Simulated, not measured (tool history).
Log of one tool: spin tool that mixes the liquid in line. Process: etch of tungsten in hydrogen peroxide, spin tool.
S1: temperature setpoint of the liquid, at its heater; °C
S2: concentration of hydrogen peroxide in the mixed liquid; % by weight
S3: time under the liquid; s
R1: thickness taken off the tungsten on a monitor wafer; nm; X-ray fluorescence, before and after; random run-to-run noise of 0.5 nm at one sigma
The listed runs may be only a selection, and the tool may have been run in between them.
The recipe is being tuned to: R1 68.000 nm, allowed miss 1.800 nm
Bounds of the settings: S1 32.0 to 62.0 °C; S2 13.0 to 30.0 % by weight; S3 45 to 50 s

run,hour,S1,S2,S3,R1
1,0.0,46.0,24.0,45,51.628
2,6.1,46.0,20.0,45,47.228
3,12.1,50.5,20.0,45,61.550
4,18.3,51.0,20.0,45,63.579
5,22.6,48.5,20.0,45,55.833
6,25.6,48.5,20.0,45,55.364
7,26.9,49.5,20.0,45,58.215
8,32.1,52.5,20.0,45,70.071
9,34.9,52.5,20.0,45,70.854
10,36.2,51.5,20.0,45,66.282

Exactly one of the 4 candidate moves below puts every result within its allowed miss. Which one?
A,37.5,48.5,21.5,50,?
B,37.5,47.0,30.0,50,?
C,37.5,52.0,17.5,45,?
D,37.5,50.0,22.0,45,?

move,R1
A,63.969
B,68.855
C,64.309
D,63.856
A: misses by more than the last run did
B: each result inside its tolerance
C: misses by more than the last run did
D: misses by more than the last run did
Move B is the one to make.

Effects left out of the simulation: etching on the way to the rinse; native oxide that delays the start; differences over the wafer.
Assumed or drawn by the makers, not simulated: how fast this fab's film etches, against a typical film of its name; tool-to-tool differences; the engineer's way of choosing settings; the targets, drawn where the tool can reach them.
